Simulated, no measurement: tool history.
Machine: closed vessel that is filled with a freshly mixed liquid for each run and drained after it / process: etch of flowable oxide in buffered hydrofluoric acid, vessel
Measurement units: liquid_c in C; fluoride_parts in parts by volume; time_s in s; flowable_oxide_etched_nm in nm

run,day,liquid_c,fluoride_parts,time_s,flowable_oxide_etched_nm
1,0,20,21,90,106.72
2,0.225,20,25,90,94.111
3,0.483,22.5,21.5,90,123.58
4,0.679,25.5,21.5,90,141.93
5,1.038,26.5,19,90,168.36
6,1.204,28,19,90,180.15

Expected results for the next run?
7,1.508,28,17.5,90,?

flowable_oxide_etched_nm: 197.58 nm

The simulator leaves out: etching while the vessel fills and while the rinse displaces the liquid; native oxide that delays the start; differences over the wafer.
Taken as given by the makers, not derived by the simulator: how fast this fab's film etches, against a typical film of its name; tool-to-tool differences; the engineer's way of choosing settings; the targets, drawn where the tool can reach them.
